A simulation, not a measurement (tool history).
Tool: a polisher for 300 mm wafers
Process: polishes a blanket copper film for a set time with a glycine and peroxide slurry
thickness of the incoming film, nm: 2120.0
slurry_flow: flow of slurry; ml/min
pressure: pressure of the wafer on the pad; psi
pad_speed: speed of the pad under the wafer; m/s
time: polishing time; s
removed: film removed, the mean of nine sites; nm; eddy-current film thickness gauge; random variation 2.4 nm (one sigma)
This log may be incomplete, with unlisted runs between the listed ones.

run,hour,slurry_flow,pressure,pad_speed,time,removed
1,0,255,2.5,1.2,50,273.67
2,2.5,255,2.3,1.2,50,249.85
3,4.3,255,2.3,1.42,50,272.72
4,12.5,255,2.3,1.42,50,276.7
5,20,255,1.7,1.42,50,213.9
6,21.9,310,1.7,1.42,50,221.23
7,29.3,310,1.6,1.42,50,206.99

The next listed run, before its measurement:
8,38,310,1.3,1.42,50,?

For run 8 the tool returned removed 177.61 nm.
